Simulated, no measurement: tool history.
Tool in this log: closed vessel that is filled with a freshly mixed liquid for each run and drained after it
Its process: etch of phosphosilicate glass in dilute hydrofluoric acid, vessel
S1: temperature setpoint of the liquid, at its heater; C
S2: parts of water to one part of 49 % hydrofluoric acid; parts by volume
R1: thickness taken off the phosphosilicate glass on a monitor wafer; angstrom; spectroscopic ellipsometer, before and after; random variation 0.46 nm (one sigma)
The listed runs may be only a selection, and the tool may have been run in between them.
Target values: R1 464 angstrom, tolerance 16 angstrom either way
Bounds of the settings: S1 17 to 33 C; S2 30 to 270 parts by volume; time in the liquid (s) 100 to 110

Run 1, day 0: S1 25 C, S2 150 parts by volume, time in the liquid (s) 100. Result: R1 708.86 angstrom.
Run 2, day 0.104: S1 23.5 C, S2 155 parts by volume, time in the liquid (s) 100. Result: R1 634.64 angstrom.
Run 3, day 0.142: S1 21.5 C, S2 155 parts by volume, time in the liquid (s) 100. Result: R1 591.5 angstrom.
Run 4, day 0.454: S1 21.5 C, S2 100 parts by volume, time in the liquid (s) 100. Result: R1 974.32 angstrom.
Run 5, day 0.775: S1 20.5 C, S2 115 parts by volume, time in the liquid (s) 100. Result: R1 794.84 angstrom.
Run 6, day 1.05: S1 20.5 C, S2 115 parts by volume, time in the liquid (s) 100. Result: R1 807 angstrom.
Run 7, day 1.192: S1 19.5 C, S2 125 parts by volume, time in the liquid (s) 100. Result: R1 703.68 angstrom.
Run 8, day 1.358: S1 19 C, S2 135 parts by volume, time in the liquid (s) 100. Result: R1 632 angstrom.
Run 9, day 1.579: S1 18.5 C, S2 140 parts by volume, time in the liquid (s) 100. Result: R1 592.54 angstrom.
Run 10, day 1.75: S1 18 C, S2 145 parts by volume, time in the liquid (s) 100. Result: R1 555.78 angstrom.

Exercise: of the 5 proposed moves below, exactly one satisfies all targets within the stated allowed misses. Which move is it?
Run A, day 1.921: S1 18.5 C, S2 200 parts by volume, time in the liquid (s) 110. Result: R1 ?.
Run B, day 1.921: S1 17 C, S2 175 parts by volume, time in the liquid (s) 100. Result: R1 ?.
Run C, day 1.921: S1 18 C, S2 185 parts by volume, time in the liquid (s) 105. Result: R1 ?.
Run D, day 1.921: S1 17.5 C, S2 165 parts by volume, time in the liquid (s) 100. Result: R1 ?.
Run E, day 1.921: S1 17 C, S2 190 parts by volume, time in the liquid (s) 110. Result: R1 ?.

move      R1
   A  425.46
   B  426.34
   C  436.64
   D  465.83
   E  425.95
A: the result that was furthest off in the last run now lies on the other side of its target
B: the result that was furthest off in the last run now lies on the other side of its target
C: the result that was furthest off in the last run now lies on the other side of its target
D: hits every target within its allowed miss
E: the result that was furthest off in the last run now lies on the other side of its target
D meets every target.
